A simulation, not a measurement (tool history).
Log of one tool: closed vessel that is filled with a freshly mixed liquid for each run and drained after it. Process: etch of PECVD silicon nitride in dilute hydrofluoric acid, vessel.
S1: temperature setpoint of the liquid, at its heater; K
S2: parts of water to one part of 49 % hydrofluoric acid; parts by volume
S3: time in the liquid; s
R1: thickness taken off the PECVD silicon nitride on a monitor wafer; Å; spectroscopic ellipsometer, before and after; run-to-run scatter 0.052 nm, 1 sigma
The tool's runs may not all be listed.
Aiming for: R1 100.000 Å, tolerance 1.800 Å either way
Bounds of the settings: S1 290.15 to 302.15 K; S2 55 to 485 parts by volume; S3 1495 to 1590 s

run  hour      S1   S2    S3       R1
  1   0.0  294.15  270  1495  117.090
  2   9.1  294.15  270  1590  125.120
  3  12.1  293.15  270  1590  117.680
  4  19.2  292.65  270  1590  113.810
  5  22.4  292.65  270  1495  106.450
  6  24.4  292.65  270  1495  106.790
  7  32.5  292.15  270  1495  103.770
  8  39.5  292.15  270  1495  104.480

Which single option among these 5 for the next run brings every result within its allowed miss of target? Just one does.
  A  46.5  291.15  270  1590   ?
  B  46.5  291.15  270  1495   ?
  C  46.5  293.15  275  1495   ?
  D  46.5  291.65  290  1590   ?
  E  46.5  291.65  245  1500   ?

move       R1
   A  103.060
   B   96.905
   C  108.360
   D   99.427
   E  110.280
A: closes in on the targets versus the last run, not all within tolerance yet
B: takes the biggest miss from the last run beyond its target
C: misses by more than the last run did
D: hits every target within its allowed miss
E: misses by more than the last run did
Correct choice: D, which meets every target
